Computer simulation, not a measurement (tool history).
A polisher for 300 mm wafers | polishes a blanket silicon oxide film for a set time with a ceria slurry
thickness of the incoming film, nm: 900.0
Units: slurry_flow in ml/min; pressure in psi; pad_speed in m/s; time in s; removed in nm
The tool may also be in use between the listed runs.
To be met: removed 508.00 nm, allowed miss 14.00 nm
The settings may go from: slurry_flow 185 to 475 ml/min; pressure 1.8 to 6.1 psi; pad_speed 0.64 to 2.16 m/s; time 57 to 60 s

| run | hour | slurry_flow | pressure | pad_speed | time | removed |
|---|---|---|---|---|---|---|
| 1 | 0.0 | 305 | 3.9 | 1.40 | 57 | 424.01 |
| 2 | 3.3 | 305 | 3.9 | 1.40 | 57 | 430.01 |
| 3 | 9.5 | 305 | 4.1 | 1.40 | 57 | 450.27 |
| 4 | 12.9 | 305 | 4.2 | 1.40 | 57 | 453.95 |
| 5 | 17.4 | 255 | 4.2 | 1.40 | 57 | 447.28 |
| 6 | 24.3 | 255 | 4.2 | 1.10 | 57 | 357.37 |
| 7 | 33.0 | 270 | 4.6 | 1.10 | 57 | 376.88 |
| 8 | 35.4 | 270 | 5.0 | 1.12 | 57 | 402.86 |
| 9 | 43.4 | 270 | 5.3 | 1.14 | 57 | 429.25 |
| 10 | 50.9 | 270 | 5.5 | 1.16 | 57 | 448.82 |
| 11 | 56.7 | 270 | 5.7 | 1.18 | 57 | 466.38 |

Which of these 5 next moves meets every target?
| A | 62.5 | 240 | 5.7 | 1.38 | 57 | ? |
| B | 62.5 | 265 | 5.8 | 0.98 | 60 | ? |
| C | 62.5 | 210 | 5.7 | 1.34 | 60 | ? |
| D | 62.5 | 280 | 6.1 | 1.22 | 60 | ? |
| E | 62.5 | 285 | 5.5 | 1.30 | 58 | ? |

| move | removed |
|---|---|
| A | 531.96 |
| B | 410.33 |
| C | 539.20 |
| D | 527.17 |
| E | 503.86 |
A: takes the result that was furthest off past its target
B: further off than the last run
C: takes the result that was furthest off past its target
D: takes the result that was furthest off past its target
E: meets every target
The right move is E.

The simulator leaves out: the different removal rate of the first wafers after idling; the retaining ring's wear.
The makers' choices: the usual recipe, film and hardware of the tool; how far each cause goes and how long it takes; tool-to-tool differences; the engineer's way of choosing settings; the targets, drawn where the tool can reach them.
